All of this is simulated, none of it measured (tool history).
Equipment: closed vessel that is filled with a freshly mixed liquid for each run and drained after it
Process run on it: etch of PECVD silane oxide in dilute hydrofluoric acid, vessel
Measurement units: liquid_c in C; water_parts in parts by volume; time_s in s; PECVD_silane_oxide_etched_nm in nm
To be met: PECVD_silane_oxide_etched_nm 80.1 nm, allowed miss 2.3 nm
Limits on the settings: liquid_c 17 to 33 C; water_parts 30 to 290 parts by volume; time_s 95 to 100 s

| run | hour | liquid_c | water_parts | time_s | PECVD_silane_oxide_etched_nm |
|---|---|---|---|---|---|
| 1 | 0 | 25 | 160 | 95 | 27.243 |
| 2 | 8.6 | 26.5 | 160 | 95 | 29.001 |
| 3 | 11.3 | 28.5 | 130 | 95 | 39.827 |
| 4 | 16.1 | 28.5 | 105 | 95 | 51.301 |
| 5 | 16.9 | 29.5 | 105 | 95 | 53.483 |
| 6 | 20.9 | 30.5 | 95 | 95 | 61.633 |
| 7 | 25.6 | 31 | 90 | 95 | 67.219 |
| 8 | 28.1 | 31.5 | 90 | 95 | 68.564 |
| 9 | 32.5 | 32 | 85 | 95 | 74.576 |
| 10 | 38.1 | 32.5 | 85 | 95 | 75.383 |
| 11 | 46.3 | 33 | 85 | 95 | 76.788 |
| 12 | 50.7 | 33 | 80 | 95 | 82.642 |
| 13 | 53.4 | 33 | 80 | 95 | 82.727 |

Which of these 4 next moves meets every target?
| A | 56.1 | 32 | 75 | 95 | ? |
| B | 56.1 | 31 | 80 | 100 | ? |
| C | 56.1 | 33 | 80 | 100 | ? |
| D | 56.1 | 32 | 75 | 100 | ? |

| move | PECVD_silane_oxide_etched_nm |
|---|---|
| A | 86.103 |
| B | 81.181 |
| C | 87.464 |
| D | 90.635 |
A: its largest miss is bigger than the last run's
B: hits every target within its allowed miss
C: its largest miss is bigger than the last run's
D: its largest miss is bigger than the last run's
B meets every target.
